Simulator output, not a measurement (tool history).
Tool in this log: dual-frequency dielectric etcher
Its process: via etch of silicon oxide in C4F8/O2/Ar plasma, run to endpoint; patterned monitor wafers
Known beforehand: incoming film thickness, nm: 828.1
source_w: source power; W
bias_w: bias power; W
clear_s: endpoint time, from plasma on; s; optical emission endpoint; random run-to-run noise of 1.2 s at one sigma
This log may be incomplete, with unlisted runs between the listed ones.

run 1 hour=0 | source_w=1340 bias_w=1631 | clear_s=212.5
run 2 hour=1.2 | source_w=1230 bias_w=1631 | clear_s=224.17
run 3 hour=5.1 | source_w=1360 bias_w=1664 | clear_s=213.24
run 4 hour=12.7 | source_w=1360 bias_w=1790 | clear_s=206.78
run 5 hour=19.5 | source_w=1360 bias_w=1652 | clear_s=214.85
run 6 hour=23.3 | source_w=1360 bias_w=1444 | clear_s=227.58
run 7 hour=30.5 | source_w=1490 bias_w=1545 | clear_s=209.67
run 8 hour=37 | source_w=1590 bias_w=1582 | clear_s=200.96
run 9 hour=44.9 | source_w=1660 bias_w=1609 | clear_s=193.83

Expected results for the next run?
run 10 hour=51.1 | source_w=1710 bias_w=1620 | clear_s=?

{"run 10": {"clear_s": 190.5}}

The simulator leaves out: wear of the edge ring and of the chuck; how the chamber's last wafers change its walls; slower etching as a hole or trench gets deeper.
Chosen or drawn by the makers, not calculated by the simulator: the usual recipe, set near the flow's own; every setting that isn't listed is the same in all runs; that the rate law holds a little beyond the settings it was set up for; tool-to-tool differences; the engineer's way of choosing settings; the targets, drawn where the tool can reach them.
